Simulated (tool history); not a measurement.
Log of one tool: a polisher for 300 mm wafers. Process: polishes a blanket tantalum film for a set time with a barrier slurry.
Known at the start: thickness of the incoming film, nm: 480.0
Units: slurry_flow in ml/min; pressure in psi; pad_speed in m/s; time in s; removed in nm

Run 1, day 0.000: slurry_flow 195 ml/min, pressure 2.3 psi, pad_speed 0.88 m/s, slurry_solids 1.00, time 35 s. Result: removed 65.471 nm.
Run 2, day 0.338: slurry_flow 195 ml/min, pressure 2.3 psi, pad_speed 1.08 m/s, slurry_solids 1.00, time 35 s. Result: removed 75.202 nm.
Run 3, day 0.529: slurry_flow 195 ml/min, pressure 1.9 psi, pad_speed 0.90 m/s, slurry_solids 0.95, time 34 s. Result: removed 52.373 nm.
Run 4, day 0.579: slurry_flow 195 ml/min, pressure 1.6 psi, pad_speed 0.78 m/s, slurry_solids 0.95, time 34 s. Result: removed 39.327 nm.
Run 5, day 0.842: slurry_flow 160 ml/min, pressure 1.6 psi, pad_speed 0.78 m/s, slurry_solids 0.95, time 34 s. Result: removed 38.864 nm.
Run 6, day 1.008: slurry_flow 160 ml/min, pressure 1.4 psi, pad_speed 0.72 m/s, slurry_solids 0.95, time 34 s. Result: removed 32.472 nm.
Run 7, day 1.125: slurry_flow 160 ml/min, pressure 1.3 psi, pad_speed 0.70 m/s, slurry_solids 0.95, time 34 s. Result: removed 29.473 nm.

Forecast run 8:
Run 8, day 1.375: slurry_flow 160 ml/min, pressure 1.3 psi, pad_speed 0.70 m/s, slurry_solids 0.95, time 34 s. Result: removed ?.

removed: 29.980 nm

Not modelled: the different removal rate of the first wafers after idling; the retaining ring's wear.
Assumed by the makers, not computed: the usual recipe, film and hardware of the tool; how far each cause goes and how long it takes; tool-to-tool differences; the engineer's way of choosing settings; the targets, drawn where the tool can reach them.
